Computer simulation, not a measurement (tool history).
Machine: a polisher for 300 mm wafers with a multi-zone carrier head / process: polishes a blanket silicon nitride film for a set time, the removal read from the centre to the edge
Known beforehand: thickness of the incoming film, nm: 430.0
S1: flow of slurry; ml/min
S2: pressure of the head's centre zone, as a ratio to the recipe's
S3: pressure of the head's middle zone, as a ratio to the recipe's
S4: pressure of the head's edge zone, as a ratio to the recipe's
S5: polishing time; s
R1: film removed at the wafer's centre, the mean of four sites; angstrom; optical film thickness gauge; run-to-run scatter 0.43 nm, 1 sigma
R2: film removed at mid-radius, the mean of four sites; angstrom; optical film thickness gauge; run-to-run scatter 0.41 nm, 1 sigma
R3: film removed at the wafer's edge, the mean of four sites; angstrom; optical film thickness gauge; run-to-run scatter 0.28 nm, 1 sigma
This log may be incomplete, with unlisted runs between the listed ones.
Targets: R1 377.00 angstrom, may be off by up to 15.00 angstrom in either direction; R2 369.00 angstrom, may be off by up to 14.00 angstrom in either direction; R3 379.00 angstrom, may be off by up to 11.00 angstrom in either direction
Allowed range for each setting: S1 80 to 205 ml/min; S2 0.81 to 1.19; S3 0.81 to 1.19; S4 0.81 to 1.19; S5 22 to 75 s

{"run": 1, "hour": 0.0, "S1": 135, "S2": 1.0, "S3": 1.0, "S4": 1.0, "S5": 48, "R1": 630.07, "R2": 620.7, "R3": 609.76}
{"run": 2, "hour": 7.0, "S1": 135, "S2": 0.97, "S3": 1.0, "S4": 1.0, "S5": 48, "R1": 598.45, "R2": 629.86, "R3": 611.41}
{"run": 3, "hour": 15.4, "S1": 135, "S2": 0.97, "S3": 1.08, "S4": 1.0, "S5": 48, "R1": 610.96, "R2": 670.69, "R3": 617.23}
{"run": 4, "hour": 20.2, "S1": 130, "S2": 0.97, "S3": 1.03, "S4": 0.98, "S5": 44, "R1": 552.22, "R2": 592.67, "R3": 556.36}
{"run": 5, "hour": 27.4, "S1": 125, "S2": 0.97, "S3": 0.99, "S4": 0.97, "S5": 41, "R1": 507.97, "R2": 515.24, "R3": 516.53}
{"run": 6, "hour": 32.7, "S1": 125, "S2": 0.97, "S3": 0.99, "S4": 0.97, "S5": 52, "R1": 659.09, "R2": 663.64, "R3": 647.19}
{"run": 7, "hour": 39.5, "S1": 120, "S2": 0.96, "S3": 0.97, "S4": 0.94, "S5": 47, "R1": 572.97, "R2": 592.59, "R3": 592.15}
{"run": 8, "hour": 45.0, "S1": 120, "S2": 0.97, "S3": 0.97, "S4": 0.94, "S5": 42, "R1": 515.46, "R2": 527.73, "R3": 526.1}
{"run": 9, "hour": 52.6, "S1": 120, "S2": 0.98, "S3": 0.96, "S4": 0.93, "S5": 39, "R1": 489.21, "R2": 477.78, "R3": 486.21}
{"run": 10, "hour": 55.7, "S1": 120, "S2": 0.98, "S3": 0.96, "S4": 0.92, "S5": 37, "R1": 477.72, "R2": 453.98, "R3": 460.29}
{"run": 11, "hour": 60.9, "S1": 115, "S2": 0.97, "S3": 0.96, "S4": 0.91, "S5": 35, "R1": 429.55, "R2": 437.73, "R3": 426.02}
{"run": 12, "hour": 62.5, "S1": 110, "S2": 0.97, "S3": 0.94, "S4": 0.9, "S5": 34, "R1": 420.45, "R2": 399.82, "R3": 420.69}
{"run": 13, "hour": 64.8, "S1": 105, "S2": 0.97, "S3": 0.94, "S4": 0.89, "S5": 33, "R1": 399.69, "R2": 393.0, "R3": 401.23}

4 candidate next runs follow, results not yet known. Just one meets every target within its allowed miss. Identify it.
{"run": "A", "hour": 67.1, "S1": 90, "S2": 1.03, "S3": 0.88, "S4": 0.81, "S5": 34, "R1": "?", "R2": "?", "R3": "?"}
{"run": "B", "hour": 67.1, "S1": 90, "S2": 0.91, "S3": 0.81, "S4": 1.04, "S5": 35, "R1": "?", "R2": "?", "R3": "?"}
{"run": "C", "hour": 67.1, "S1": 120, "S2": 0.94, "S3": 0.91, "S4": 0.86, "S5": 31, "R1": "?", "R2": "?", "R3": "?"}
{"run": "D", "hour": 67.1, "S1": 100, "S2": 0.93, "S3": 1.01, "S4": 0.86, "S5": 33, "R1": "?", "R2": "?", "R3": "?"}

move=A R1=426.99 R2=374.20 R3=400.29
move=B R1=387.77 R2=360.05 R3=438.69
move=C R1=370.54 R2=364.28 R3=379.56
move=D R1=380.15 R2=413.37 R3=396.94
A: the biggest miss grows against the last run
B: the biggest miss grows against the last run
C: hits every target within its allowed miss
D: the biggest miss grows against the last run
C meets every target.
